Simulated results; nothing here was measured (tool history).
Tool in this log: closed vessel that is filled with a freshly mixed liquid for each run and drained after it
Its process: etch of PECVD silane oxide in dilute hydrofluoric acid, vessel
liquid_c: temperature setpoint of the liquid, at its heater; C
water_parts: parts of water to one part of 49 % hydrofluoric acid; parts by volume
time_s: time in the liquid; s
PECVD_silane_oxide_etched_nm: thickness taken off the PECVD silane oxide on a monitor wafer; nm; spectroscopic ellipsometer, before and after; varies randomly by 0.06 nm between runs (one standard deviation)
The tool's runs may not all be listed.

{"run": 1, "day": 0.0, "liquid_c": 21.0, "water_parts": 250, "time_s": 125, "PECVD_silane_oxide_etched_nm": 18.982}
{"run": 2, "day": 0.392, "liquid_c": 21.0, "water_parts": 320, "time_s": 125, "PECVD_silane_oxide_etched_nm": 13.826}
{"run": 3, "day": 0.654, "liquid_c": 21.0, "water_parts": 320, "time_s": 100, "PECVD_silane_oxide_etched_nm": 11.09}
{"run": 4, "day": 0.762, "liquid_c": 23.5, "water_parts": 310, "time_s": 100, "PECVD_silane_oxide_etched_nm": 12.664}
{"run": 5, "day": 0.846, "liquid_c": 25.0, "water_parts": 295, "time_s": 100, "PECVD_silane_oxide_etched_nm": 14.266}
{"run": 6, "day": 1.021, "liquid_c": 25.0, "water_parts": 295, "time_s": 100, "PECVD_silane_oxide_etched_nm": 14.086}

Run 7 is up next; what results do you expect?
{"run": 7, "day": 1.167, "liquid_c": 26.0, "water_parts": 285, "time_s": 100, "PECVD_silane_oxide_etched_nm": "?"}

{"run 7": {"PECVD_silane_oxide_etched_nm": 15.323}}
